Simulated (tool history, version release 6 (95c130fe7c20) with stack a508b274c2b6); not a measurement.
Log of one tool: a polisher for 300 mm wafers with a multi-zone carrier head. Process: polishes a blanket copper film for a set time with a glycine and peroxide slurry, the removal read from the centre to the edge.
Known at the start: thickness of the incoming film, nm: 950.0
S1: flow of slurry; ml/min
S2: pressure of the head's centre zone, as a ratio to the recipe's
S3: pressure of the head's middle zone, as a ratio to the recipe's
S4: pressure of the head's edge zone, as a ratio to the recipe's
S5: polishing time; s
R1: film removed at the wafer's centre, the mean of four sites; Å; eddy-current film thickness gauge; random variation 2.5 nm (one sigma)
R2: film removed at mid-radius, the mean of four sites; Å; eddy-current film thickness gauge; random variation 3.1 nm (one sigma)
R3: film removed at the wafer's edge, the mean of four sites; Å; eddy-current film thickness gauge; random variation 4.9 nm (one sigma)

run 1 day=0.000 | S1=220 S2=1.00 S3=1.00 S4=1.00 S5=42 | R1=3113.0 R2=3040.8 R3=3075.9
run 2 day=0.362 | S1=220 S2=1.00 S3=1.00 S4=1.00 S5=34 | R1=2516.7 R2=2443.0 R3=2501.0
run 3 day=0.604 | S1=230 S2=1.01 S3=1.03 S4=1.04 S5=38 | R1=2851.3 R2=2858.0 R3=2886.1
run 4 day=0.679 | S1=230 S2=1.01 S3=1.03 S4=1.10 S5=38 | R1=2846.2 R2=2855.2 R3=2950.0
run 5 day=0.708 | S1=230 S2=1.04 S3=1.03 S4=1.10 S5=38 | R1=2969.8 R2=2824.0 R3=2987.2
run 6 day=0.829 | S1=245 S2=1.05 S3=1.07 S4=1.12 S5=40 | R1=3177.4 R2=3111.1 R3=3265.7
run 7 day=1.008 | S1=255 S2=1.06 S3=1.10 S4=1.11 S5=42 | R1=3366.5 R2=3347.6 R3=3299.0
run 8 day=1.150 | S1=255 S2=1.06 S3=1.11 S4=1.13 S5=44 | R1=3527.7 R2=3534.6 R3=3528.6

Forecast run 9:
run 9 day=1.212 | S1=260 S2=1.06 S3=1.13 S4=1.14 S5=45 | R1=? R2=? R3=?

R1: 3634.8 Å
R2: 3663.5 Å
R3: 3559.1 Å
